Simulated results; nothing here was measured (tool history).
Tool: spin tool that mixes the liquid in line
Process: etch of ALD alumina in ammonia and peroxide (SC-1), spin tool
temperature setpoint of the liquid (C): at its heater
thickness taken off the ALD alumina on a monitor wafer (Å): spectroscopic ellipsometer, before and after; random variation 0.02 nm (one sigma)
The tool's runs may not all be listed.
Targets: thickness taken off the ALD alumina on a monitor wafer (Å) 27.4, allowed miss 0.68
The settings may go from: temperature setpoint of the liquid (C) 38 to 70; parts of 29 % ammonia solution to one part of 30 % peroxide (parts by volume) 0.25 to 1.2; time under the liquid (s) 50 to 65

| run | hour | temperature setpoint of the liquid (C) | parts of 29 % ammonia solution to one part of 30 % peroxide (parts by volume) | time under the liquid (s) | thickness taken off the ALD alumina on a monitor wafer (Å) |
|---|---|---|---|---|---|
| 1 | 0 | 54 | 0.95 | 65 | 40.118 |
| 2 | 6.6 | 54 | 1.2 | 65 | 40.473 |
| 3 | 8.8 | 54 | 1.2 | 50 | 30.987 |
| 4 | 13.3 | 61 | 1.2 | 50 | 45.155 |
| 5 | 19.7 | 58.5 | 1.2 | 50 | 39.43 |
| 6 | 27.5 | 58.5 | 0.9 | 50 | 38.702 |
| 7 | 35.3 | 57 | 0.9 | 50 | 35.638 |
| 8 | 43.4 | 55.5 | 0.9 | 50 | 33.106 |
| 9 | 48.3 | 54.5 | 0.9 | 50 | 31.164 |
| 10 | 51.2 | 54 | 0.9 | 50 | 30.31 |
| 11 | 56 | 54 | 0.9 | 50 | 30.607 |
| 12 | 64.5 | 53.5 | 0.9 | 50 | 29.573 |
| 13 | 66.4 | 53 | 0.9 | 50 | 28.74 |

Which of these 5 next moves meets every target?
| A | 68.3 | 50.5 | 1.1 | 60 | ? |
| B | 68.3 | 54.5 | 0.75 | 50 | ? |
| C | 68.3 | 54 | 0.9 | 50 | ? |
| D | 68.3 | 52 | 1 | 50 | ? |
| E | 68.3 | 49.5 | 0.9 | 55 | ? |

| move | thickness taken off the ALD alumina on a monitor wafer (Å) |
|---|---|
| A | 31.192 |
| B | 31.112 |
| C | 30.82 |
| D | 27.952 |
| E | 26.552 |
A: further off than the last run
B: further off than the last run
C: further off than the last run
D: meets every target
E: takes the result that was furthest off past its target
Answer: D

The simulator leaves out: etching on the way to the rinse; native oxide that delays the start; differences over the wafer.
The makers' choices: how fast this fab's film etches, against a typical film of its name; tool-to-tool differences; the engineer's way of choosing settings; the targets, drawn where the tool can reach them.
